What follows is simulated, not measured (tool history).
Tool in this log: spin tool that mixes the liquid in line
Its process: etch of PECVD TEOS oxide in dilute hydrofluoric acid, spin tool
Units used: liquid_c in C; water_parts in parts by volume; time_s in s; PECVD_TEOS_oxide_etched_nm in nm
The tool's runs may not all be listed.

Run 1, hour 0: liquid_c 23 C, water_parts 60 parts by volume, time_s 270 s. Result: PECVD_TEOS_oxide_etched_nm 66.77 nm.
Run 2, hour 8.4: liquid_c 26 C, water_parts 60 parts by volume, time_s 270 s. Result: PECVD_TEOS_oxide_etched_nm 74.137 nm.
Run 3, hour 14.3: liquid_c 29.5 C, water_parts 60 parts by volume, time_s 270 s. Result: PECVD_TEOS_oxide_etched_nm 86.205 nm.
Run 4, hour 18.6: liquid_c 27.5 C, water_parts 60 parts by volume, time_s 270 s. Result: PECVD_TEOS_oxide_etched_nm 78.299 nm.
Run 5, hour 20.3: liquid_c 27.5 C, water_parts 70 parts by volume, time_s 270 s. Result: PECVD_TEOS_oxide_etched_nm 67.569 nm.
Run 6, hour 24.9: liquid_c 29 C, water_parts 70 parts by volume, time_s 270 s. Result: PECVD_TEOS_oxide_etched_nm 71.377 nm.
Run 7, hour 26.6: liquid_c 29.5 C, water_parts 60 parts by volume, time_s 270 s. Result: PECVD_TEOS_oxide_etched_nm 87.407 nm.
Run 8, hour 27.4: liquid_c 30 C, water_parts 50 parts by volume, time_s 270 s. Result: PECVD_TEOS_oxide_etched_nm 106.19 nm.

Run 9 is up next; what results do you expect?
Run 9, hour 32: liquid_c 30 C, water_parts 50 parts by volume, time_s 270 s. Result: PECVD_TEOS_oxide_etched_nm ?.

PECVD_TEOS_oxide_etched_nm: 108.2 nm
